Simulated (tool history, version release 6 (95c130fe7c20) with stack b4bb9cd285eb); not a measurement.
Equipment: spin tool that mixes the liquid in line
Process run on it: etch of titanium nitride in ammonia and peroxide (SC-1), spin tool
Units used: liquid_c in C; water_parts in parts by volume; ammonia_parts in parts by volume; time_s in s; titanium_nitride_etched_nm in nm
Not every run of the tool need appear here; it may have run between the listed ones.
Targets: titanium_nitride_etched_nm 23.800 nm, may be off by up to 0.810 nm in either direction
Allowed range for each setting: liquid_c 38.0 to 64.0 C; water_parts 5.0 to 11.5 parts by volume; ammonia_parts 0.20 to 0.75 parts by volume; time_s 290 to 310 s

Run 1, day 0.000: liquid_c 48.0 C, water_parts 6.5 parts by volume, ammonia_parts 0.45 parts by volume, time_s 290 s. Result: titanium_nitride_etched_nm 10.692 nm.
Run 2, day 0.233: liquid_c 50.5 C, water_parts 6.5 parts by volume, ammonia_parts 0.45 parts by volume, time_s 290 s. Result: titanium_nitride_etched_nm 12.765 nm.
Run 3, day 0.429: liquid_c 52.5 C, water_parts 6.5 parts by volume, ammonia_parts 0.45 parts by volume, time_s 290 s. Result: titanium_nitride_etched_nm 14.565 nm.
Run 4, day 0.567: liquid_c 54.0 C, water_parts 6.5 parts by volume, ammonia_parts 0.45 parts by volume, time_s 290 s. Result: titanium_nitride_etched_nm 16.507 nm.
Run 5, day 0.758: liquid_c 50.0 C, water_parts 6.5 parts by volume, ammonia_parts 0.45 parts by volume, time_s 290 s. Result: titanium_nitride_etched_nm 12.640 nm.
Run 6, day 0.938: liquid_c 52.0 C, water_parts 6.5 parts by volume, ammonia_parts 0.45 parts by volume, time_s 290 s. Result: titanium_nitride_etched_nm 14.249 nm.
At day 1.067: heated supply line repaired.
Run 7, day 1.067: liquid_c 53.5 C, water_parts 6.5 parts by volume, ammonia_parts 0.45 parts by volume, time_s 290 s. Result: titanium_nitride_etched_nm 18.718 nm.
Run 8, day 1.275: liquid_c 54.0 C, water_parts 6.5 parts by volume, ammonia_parts 0.45 parts by volume, time_s 290 s. Result: titanium_nitride_etched_nm 19.349 nm.
Run 9, day 1.362: liquid_c 54.5 C, water_parts 6.5 parts by volume, ammonia_parts 0.45 parts by volume, time_s 290 s. Result: titanium_nitride_etched_nm 19.878 nm.
Run 10, day 1.729: liquid_c 55.0 C, water_parts 6.5 parts by volume, ammonia_parts 0.45 parts by volume, time_s 290 s. Result: titanium_nitride_etched_nm 20.564 nm.

Of the 4 settings listed for the next run, only one would bring every result within its allowed miss of target. Which one?
Run A, day 2.096: liquid_c 57.0 C, water_parts 7.5 parts by volume, ammonia_parts 0.50 parts by volume, time_s 310 s. Result: titanium_nitride_etched_nm ?.
Run B, day 2.096: liquid_c 55.0 C, water_parts 5.0 parts by volume, ammonia_parts 0.50 parts by volume, time_s 310 s. Result: titanium_nitride_etched_nm ?.
Run C, day 2.096: liquid_c 57.0 C, water_parts 6.5 parts by volume, ammonia_parts 0.45 parts by volume, time_s 310 s. Result: titanium_nitride_etched_nm ?.
Run D, day 2.096: liquid_c 52.5 C, water_parts 7.5 parts by volume, ammonia_parts 0.50 parts by volume, time_s 290 s. Result: titanium_nitride_etched_nm ?.

move  titanium_nitride_etched_nm
   A                      23.999
   B                      25.507
   C                      25.314
   D                      16.556
A: in spec on every target
B: the result that was furthest off in the last run now lies on the other side of its target
C: the result that was furthest off in the last run now lies on the other side of its target
D: moves away from the targets compared with the last run
A is the move that brings every result within its allowed miss.
